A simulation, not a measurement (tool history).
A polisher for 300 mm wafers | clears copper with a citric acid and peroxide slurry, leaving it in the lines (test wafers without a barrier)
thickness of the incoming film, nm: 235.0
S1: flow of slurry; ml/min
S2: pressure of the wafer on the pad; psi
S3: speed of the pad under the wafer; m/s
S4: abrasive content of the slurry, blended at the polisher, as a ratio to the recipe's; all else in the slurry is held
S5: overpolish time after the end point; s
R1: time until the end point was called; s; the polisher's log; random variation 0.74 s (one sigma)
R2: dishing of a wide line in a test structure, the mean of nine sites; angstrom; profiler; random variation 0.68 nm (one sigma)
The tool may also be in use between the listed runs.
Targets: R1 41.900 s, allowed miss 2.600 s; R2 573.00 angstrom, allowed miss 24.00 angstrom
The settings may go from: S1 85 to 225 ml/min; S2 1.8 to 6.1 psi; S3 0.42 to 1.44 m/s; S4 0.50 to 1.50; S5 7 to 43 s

Run 1, hour 0.0: S1 145 ml/min, S2 3.9 psi, S3 0.92 m/s, S4 1.00, S5 22 s. Result: R1 81.588 s, R2 351.18 angstrom.
Run 2, hour 7.8: S1 145 ml/min, S2 3.9 psi, S3 0.72 m/s, S4 1.00, S5 22 s. Result: R1 102.170 s, R2 297.15 angstrom.
Run 3, hour 9.7: S1 165 ml/min, S2 3.9 psi, S3 0.72 m/s, S4 1.00, S5 22 s. Result: R1 97.305 s, R2 302.80 angstrom.
Run 4, hour 11.9: S1 165 ml/min, S2 3.9 psi, S3 0.72 m/s, S4 1.00, S5 30 s. Result: R1 96.691 s, R2 370.06 angstrom.
Run 5, hour 16.1: S1 175 ml/min, S2 4.5 psi, S3 0.78 m/s, S4 1.00, S5 29 s. Result: R1 78.379 s, R2 426.70 angstrom.
Run 6, hour 17.6: S1 180 ml/min, S2 5.0 psi, S3 0.84 m/s, S4 1.00, S5 27 s. Result: R1 65.223 s, R2 444.66 angstrom.
Run 7, hour 20.1: S1 185 ml/min, S2 5.3 psi, S3 0.88 m/s, S4 1.00, S5 27 s. Result: R1 57.906 s, R2 475.53 angstrom.
Run 8, hour 23.0: S1 185 ml/min, S2 5.5 psi, S3 0.92 m/s, S4 1.00, S5 27 s. Result: R1 52.401 s, R2 498.97 angstrom.
At hour 27.3: slurry nozzle cleaned.
Run 9, hour 27.3: S1 185 ml/min, S2 5.7 psi, S3 0.94 m/s, S4 1.00, S5 27 s. Result: R1 48.099 s, R2 522.25 angstrom.
Run 10, hour 29.5: S1 185 ml/min, S2 5.8 psi, S3 0.94 m/s, S4 1.00, S5 27 s. Result: R1 47.873 s, R2 529.67 angstrom.

4 next moves are on the table. One of them brings every result within its allowed miss. Which?
Run A, hour 31.7: S1 215 ml/min, S2 5.5 psi, S3 1.08 m/s, S4 1.10, S5 29 s. Result: R1 ?, R2 ?.
Run B, hour 31.7: S1 220 ml/min, S2 6.1 psi, S3 0.86 m/s, S4 1.05, S5 33 s. Result: R1 ?, R2 ?.
Run C, hour 31.7: S1 170 ml/min, S2 6.1 psi, S3 0.84 m/s, S4 1.10, S5 33 s. Result: R1 ?, R2 ?.
Run D, hour 31.7: S1 190 ml/min, S2 4.9 psi, S3 0.90 m/s, S4 1.10, S5 34 s. Result: R1 ?, R2 ?.

move      R1      R2
   A  41.021  570.88
   B  46.772  575.52
   C  49.214  565.30
   D  55.515  537.83
A: meets every target
B: nearer than the last run, and not there yet
C: further off than the last run
D: further off than the last run
The right move is A.
